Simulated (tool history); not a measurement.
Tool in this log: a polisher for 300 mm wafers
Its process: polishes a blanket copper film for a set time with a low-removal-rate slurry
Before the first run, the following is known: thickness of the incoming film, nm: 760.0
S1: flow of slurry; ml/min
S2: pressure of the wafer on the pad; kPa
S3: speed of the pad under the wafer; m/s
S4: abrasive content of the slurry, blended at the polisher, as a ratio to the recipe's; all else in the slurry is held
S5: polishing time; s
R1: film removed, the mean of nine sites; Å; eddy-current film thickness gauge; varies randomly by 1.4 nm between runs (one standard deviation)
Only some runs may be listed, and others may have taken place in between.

run,hour,S1,S2,S3,S4,S5,R1
1,0.0,285,17.2,0.96,1.0,26,639.14
2,8.6,330,17.2,0.96,1.0,26,645.93
3,14.5,330,18.6,0.96,1.0,26,689.71
4,22.4,330,20.0,0.96,1.0,26,749.85
5,23.7,330,20.0,0.96,1.0,26,733.92
6,29.5,330,20.7,0.96,1.0,26,768.68
7,35.3,330,20.7,0.96,1.0,26,763.98

Estimate the outcome of run 8 from the log above:
8,37.4,330,21.4,0.96,1.0,26,?

R1: 791.60 Å
